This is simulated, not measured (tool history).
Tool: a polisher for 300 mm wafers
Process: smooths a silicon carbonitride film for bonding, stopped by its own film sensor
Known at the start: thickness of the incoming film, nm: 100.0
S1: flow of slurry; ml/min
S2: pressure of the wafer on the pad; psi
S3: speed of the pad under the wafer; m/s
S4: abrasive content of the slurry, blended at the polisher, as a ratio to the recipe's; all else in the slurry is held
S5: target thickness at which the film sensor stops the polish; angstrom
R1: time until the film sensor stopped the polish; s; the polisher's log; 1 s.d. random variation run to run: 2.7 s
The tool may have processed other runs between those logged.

run	hour	S1	S2	S3	S4	S5	R1
1	0	285	2.3	0.74	1	790	121.22
2	3.4	235	2.3	0.74	1	790	126.75
3	9.7	230	2	0.7	1	790	148.48
4	16.1	230	2	0.7	1	790	149.13
5	17.9	230	2	0.6	1	790	169.08
6	24.6	225	1.8	0.58	1	790	189.3
7	28.1	225	1.6	0.56	1	790	218.38
8	30.6	225	1.6	0.56	1	790	214.79
9	39.4	225	1.5	0.56	1	790	232.93

Run 10 has not been measured yet. What should we expect?
10	41.3	225	1.5	0.56	1	790	?

Run 10 measured R1 232.55 s.
